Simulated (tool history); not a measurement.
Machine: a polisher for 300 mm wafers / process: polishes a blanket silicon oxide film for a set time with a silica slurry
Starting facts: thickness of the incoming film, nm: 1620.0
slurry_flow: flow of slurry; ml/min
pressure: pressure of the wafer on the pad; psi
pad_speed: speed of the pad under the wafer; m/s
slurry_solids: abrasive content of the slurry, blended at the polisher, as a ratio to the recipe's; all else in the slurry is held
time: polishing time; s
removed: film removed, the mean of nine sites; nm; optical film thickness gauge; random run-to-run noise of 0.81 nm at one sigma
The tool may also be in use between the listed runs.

{"run": 1, "day": 0.0, "slurry_flow": 300, "pressure": 4.5, "pad_speed": 1.32, "slurry_solids": 1.0, "time": 19, "removed": 77.991}
{"run": 2, "day": 0.112, "slurry_flow": 300, "pressure": 4.5, "pad_speed": 1.32, "slurry_solids": 1.05, "time": 19, "removed": 81.63}
{"run": 3, "day": 0.454, "slurry_flow": 300, "pressure": 4.5, "pad_speed": 1.32, "slurry_solids": 0.95, "time": 19, "removed": 74.317}
{"run": 4, "day": 0.625, "slurry_flow": 300, "pressure": 4.5, "pad_speed": 1.32, "slurry_solids": 1.15, "time": 19, "removed": 84.382}
{"run": 5, "day": 0.812, "slurry_flow": 300, "pressure": 4.5, "pad_speed": 1.04, "slurry_solids": 1.15, "time": 19, "removed": 76.104}
{"run": 6, "day": 1.075, "slurry_flow": 300, "pressure": 3.9, "pad_speed": 1.04, "slurry_solids": 1.15, "time": 19, "removed": 65.408}
{"run": 7, "day": 1.358, "slurry_flow": 300, "pressure": 3.7, "pad_speed": 1.04, "slurry_solids": 1.15, "time": 19, "removed": 65.357}
{"run": 8, "day": 1.583, "slurry_flow": 300, "pressure": 3.4, "pad_speed": 1.02, "slurry_solids": 1.15, "time": 19, "removed": 60.223}
{"run": 9, "day": 1.808, "slurry_flow": 300, "pressure": 3.3, "pad_speed": 1.02, "slurry_solids": 1.15, "time": 19, "removed": 59.837}

Run 10 is up next; what results do you expect?
{"run": 10, "day": 1.833, "slurry_flow": 300, "pressure": 3.2, "pad_speed": 1.02, "slurry_solids": 1.15, "time": 19, "removed": "?"}

{"run 10": {"removed": 57.603}}
